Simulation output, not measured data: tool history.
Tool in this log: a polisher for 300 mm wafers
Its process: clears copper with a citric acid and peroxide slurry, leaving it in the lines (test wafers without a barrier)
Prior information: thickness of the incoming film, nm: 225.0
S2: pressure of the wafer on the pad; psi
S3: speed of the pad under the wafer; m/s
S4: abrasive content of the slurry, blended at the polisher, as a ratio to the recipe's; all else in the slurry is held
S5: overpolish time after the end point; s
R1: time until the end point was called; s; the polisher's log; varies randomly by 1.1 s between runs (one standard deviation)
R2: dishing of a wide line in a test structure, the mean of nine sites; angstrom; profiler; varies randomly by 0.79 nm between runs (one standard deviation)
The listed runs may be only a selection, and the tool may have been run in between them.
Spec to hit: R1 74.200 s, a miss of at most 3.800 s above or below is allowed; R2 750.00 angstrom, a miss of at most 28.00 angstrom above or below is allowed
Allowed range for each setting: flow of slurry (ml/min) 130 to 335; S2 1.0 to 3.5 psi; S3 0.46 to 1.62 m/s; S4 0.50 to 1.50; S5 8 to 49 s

Run 1, hour 0.0: flow of slurry (ml/min) 215, S2 2.2 psi, S3 1.04 m/s, S4 1.00, S5 25 s. Result: R1 131.120 s, R2 321.36 angstrom.
Run 2, hour 6.6: flow of slurry (ml/min) 215, S2 2.2 psi, S3 1.04 m/s, S4 0.90, S5 25 s. Result: R1 134.310 s, R2 317.87 angstrom.
Run 3, hour 14.3: flow of slurry (ml/min) 235, S2 2.2 psi, S3 1.04 m/s, S4 0.90, S5 25 s. Result: R1 134.730 s, R2 315.38 angstrom.
Run 4, hour 21.9: flow of slurry (ml/min) 235, S2 2.4 psi, S3 1.08 m/s, S4 0.90, S5 27 s. Result: R1 116.850 s, R2 374.64 angstrom.
Run 5, hour 26.1: flow of slurry (ml/min) 235, S2 2.4 psi, S3 1.08 m/s, S4 0.75, S5 27 s. Result: R1 124.320 s, R2 366.24 angstrom.
Run 6, hour 32.0: flow of slurry (ml/min) 235, S2 2.5 psi, S3 1.12 m/s, S4 0.75, S5 28 s. Result: R1 117.330 s, R2 401.14 angstrom.
Run 7, hour 40.0: flow of slurry (ml/min) 230, S2 2.6 psi, S3 1.16 m/s, S4 0.75, S5 29 s. Result: R1 111.030 s, R2 439.40 angstrom.
At hour 42.9: slurry blender recalibrated.
Run 8, hour 42.9: flow of slurry (ml/min) 225, S2 2.8 psi, S3 1.20 m/s, S4 0.75, S5 30 s. Result: R1 92.707 s, R2 509.68 angstrom.
Run 9, hour 43.8: flow of slurry (ml/min) 225, S2 2.9 psi, S3 1.20 m/s, S4 0.75, S5 31 s. Result: R1 90.587 s, R2 544.29 angstrom.

4 next moves are on the table. One of them brings every result within its allowed miss. Which?
Run A, hour 44.7: flow of slurry (ml/min) 185, S2 3.4 psi, S3 1.02 m/s, S4 1.00, S5 42 s. Result: R1 ?, R2 ?.
Run B, hour 44.7: flow of slurry (ml/min) 205, S2 3.2 psi, S3 1.32 m/s, S4 0.85, S5 37 s. Result: R1 ?, R2 ?.
Run C, hour 44.7: flow of slurry (ml/min) 260, S2 3.3 psi, S3 1.32 m/s, S4 0.50, S5 46 s. Result: R1 ?, R2 ?.
Run D, hour 44.7: flow of slurry (ml/min) 235, S2 3.5 psi, S3 1.18 m/s, S4 0.60, S5 37 s. Result: R1 ?, R2 ?.

move      R1      R2
   A  83.658  734.83
   B  74.018  728.51
   C  80.994  807.11
   D  80.739  683.63
A: puts the biggest miss on target and leaves a different result outside tolerance
B: every result lands within tolerance
C: moves the result that the last run missed by most past its target, out the other side
D: nearer than the last run, and not there yet
Move B is the one to make.
